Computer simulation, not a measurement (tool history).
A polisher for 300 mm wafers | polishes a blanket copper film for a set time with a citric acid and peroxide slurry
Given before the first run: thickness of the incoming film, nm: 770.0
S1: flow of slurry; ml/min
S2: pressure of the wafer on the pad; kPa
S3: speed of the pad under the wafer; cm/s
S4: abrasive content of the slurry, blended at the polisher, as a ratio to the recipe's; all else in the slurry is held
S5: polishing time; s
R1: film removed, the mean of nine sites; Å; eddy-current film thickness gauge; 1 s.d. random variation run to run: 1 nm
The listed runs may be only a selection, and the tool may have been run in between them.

Run 1, hour 0.0: S1 190 ml/min, S2 15.9 kPa, S3 110 cm/s, S4 1.0, S5 95 s. Result: R1 1951.6 Å.
Run 2, hour 6.1: S1 185 ml/min, S2 13.1 kPa, S3 110 cm/s, S4 1.0, S5 95 s. Result: R1 1630.7 Å.
Run 3, hour 14.6: S1 185 ml/min, S2 13.1 kPa, S3 110 cm/s, S4 1.0, S5 100 s. Result: R1 1741.4 Å.
Run 4, hour 21.8: S1 180 ml/min, S2 11.0 kPa, S3 108 cm/s, S4 1.0, S5 100 s. Result: R1 1413.6 Å.
Run 5, hour 25.7: S1 180 ml/min, S2 11.0 kPa, S3 124 cm/s, S4 1.0, S5 100 s. Result: R1 1612.1 Å.
Run 6, hour 29.3: S1 180 ml/min, S2 11.0 kPa, S3 124 cm/s, S4 1.0, S5 100 s. Result: R1 1632.1 Å.
Run 7, hour 32.3: S1 175 ml/min, S2 9.7 kPa, S3 122 cm/s, S4 1.0, S5 100 s. Result: R1 1403.8 Å.
At hour 37.7: head pressure recalibrated.
Run 8, hour 37.7: S1 165 ml/min, S2 9.0 kPa, S3 122 cm/s, S4 1.0, S5 100 s. Result: R1 1184.1 Å.

Run 9 has not been measured yet. What should we expect?
Run 9, hour 42.5: S1 160 ml/min, S2 9.0 kPa, S3 122 cm/s, S4 1.0, S5 100 s. Result: R1 ?.

R1: 1190.6 Å
